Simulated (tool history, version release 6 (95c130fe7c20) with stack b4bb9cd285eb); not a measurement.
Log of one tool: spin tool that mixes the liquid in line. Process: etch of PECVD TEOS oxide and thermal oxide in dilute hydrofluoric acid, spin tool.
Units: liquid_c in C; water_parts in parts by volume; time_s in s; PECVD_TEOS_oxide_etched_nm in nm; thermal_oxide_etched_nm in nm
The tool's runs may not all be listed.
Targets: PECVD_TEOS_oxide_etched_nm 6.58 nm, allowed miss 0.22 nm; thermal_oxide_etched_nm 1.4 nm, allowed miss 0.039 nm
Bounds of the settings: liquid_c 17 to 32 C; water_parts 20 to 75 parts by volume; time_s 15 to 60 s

run  hour  liquid_c  water_parts  time_s  PECVD_TEOS_oxide_etched_nm  thermal_oxide_etched_nm
  1     0        24           45      30                      14.852                   3.0828
  2   2.2        24           45      45                      21.674                   4.7384
  3   4.8        22           55      40                      14.496                   3.1069
  4    10        22           60      40                      13.098                   2.8164
  5  18.2        22           45      40                      17.931                   3.8926
  6    21      20.5           55      40                      13.623                   2.9334
  7  22.8      19.5           60      40                      11.989                   2.5158
  8  26.4      19.5           75      30                      6.8928                   1.5052
  9  34.6        19           75      30                      6.9763                   1.4452
 10  38.7      19.5           75      30                      7.1259                   1.4991
 11  42.1        19           75      30                      6.9746                   1.4544

Which of these 4 next moves meets every target?
  A  45.5        20           75      30                           ?                        ?
  B  45.5      20.5           65      25                           ?                        ?
  C  45.5      19.5           75      30                           ?                        ?
  D  45.5      22.5           75      25                           ?                        ?

move  PECVD_TEOS_oxide_etched_nm  thermal_oxide_etched_nm
   A                      7.2335                   1.5221
   B                      7.1863                   1.5121
   C                      7.0837                   1.4906
   D                      6.6838                   1.4064
A: further off than the last run
B: further off than the last run
C: further off than the last run
D: meets every target
Answer: D

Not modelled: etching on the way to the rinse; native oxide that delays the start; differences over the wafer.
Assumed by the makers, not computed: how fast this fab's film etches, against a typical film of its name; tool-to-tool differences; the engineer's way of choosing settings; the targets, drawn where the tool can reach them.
